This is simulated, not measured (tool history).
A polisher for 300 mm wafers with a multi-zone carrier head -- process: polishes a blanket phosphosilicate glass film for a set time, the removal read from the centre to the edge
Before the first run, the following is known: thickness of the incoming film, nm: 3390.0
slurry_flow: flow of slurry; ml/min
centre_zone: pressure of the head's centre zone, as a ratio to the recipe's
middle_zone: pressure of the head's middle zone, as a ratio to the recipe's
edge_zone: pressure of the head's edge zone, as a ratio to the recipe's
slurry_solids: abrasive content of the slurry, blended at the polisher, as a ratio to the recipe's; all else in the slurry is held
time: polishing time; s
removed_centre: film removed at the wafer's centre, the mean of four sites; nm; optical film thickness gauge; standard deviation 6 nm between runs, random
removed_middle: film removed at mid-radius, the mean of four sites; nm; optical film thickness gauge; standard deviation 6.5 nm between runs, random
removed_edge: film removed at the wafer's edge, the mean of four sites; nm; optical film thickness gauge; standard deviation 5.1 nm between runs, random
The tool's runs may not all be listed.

{"run": 1, "hour": 0.0, "slurry_flow": 245, "centre_zone": 1, "middle_zone": 1, "edge_zone": 1, "slurry_solids": 1, "time": 75, "removed_centre": 455.65, "removed_middle": 447.05, "removed_edge": 443.57}
{"run": 2, "hour": 5.9, "slurry_flow": 245, "centre_zone": 1, "middle_zone": 1, "edge_zone": 0.94, "slurry_solids": 1, "time": 75, "removed_centre": 454.81, "removed_middle": 454.86, "removed_edge": 427.75}
{"run": 3, "hour": 7.4, "slurry_flow": 245, "centre_zone": 1, "middle_zone": 1, "edge_zone": 0.94, "slurry_solids": 0.85, "time": 75, "removed_centre": 418.37, "removed_middle": 415.95, "removed_edge": 388.57}
{"run": 4, "hour": 13.5, "slurry_flow": 245, "centre_zone": 0.98, "middle_zone": 1.01, "edge_zone": 0.97, "slurry_solids": 0.9, "time": 75, "removed_centre": 435.08, "removed_middle": 438.83, "removed_edge": 411.88}
{"run": 5, "hour": 15.7, "slurry_flow": 305, "centre_zone": 0.98, "middle_zone": 1.01, "edge_zone": 0.97, "slurry_solids": 0.9, "time": 75, "removed_centre": 432.85, "removed_middle": 434.69, "removed_edge": 423.17}
{"run": 6, "hour": 17.7, "slurry_flow": 260, "centre_zone": 0.98, "middle_zone": 1.01, "edge_zone": 0.97, "slurry_solids": 0.9, "time": 75, "removed_centre": 425.38, "removed_middle": 430.67, "removed_edge": 418.39}
{"run": 7, "hour": 22.1, "slurry_flow": 260, "centre_zone": 0.96, "middle_zone": 1.02, "edge_zone": 0.98, "slurry_solids": 0.9, "time": 75, "removed_centre": 411.65, "removed_middle": 433.38, "removed_edge": 416.87}

Run 8 is up next; what results do you expect?
{"run": 8, "hour": 29.8, "slurry_flow": 260, "centre_zone": 0.95, "middle_zone": 1.02, "edge_zone": 0.99, "slurry_solids": 0.9, "time": 75, "removed_centre": "?", "removed_middle": "?", "removed_edge": "?"}

removed_centre: 414.77 nm
removed_middle: 438.77 nm
removed_edge: 413.1 nm

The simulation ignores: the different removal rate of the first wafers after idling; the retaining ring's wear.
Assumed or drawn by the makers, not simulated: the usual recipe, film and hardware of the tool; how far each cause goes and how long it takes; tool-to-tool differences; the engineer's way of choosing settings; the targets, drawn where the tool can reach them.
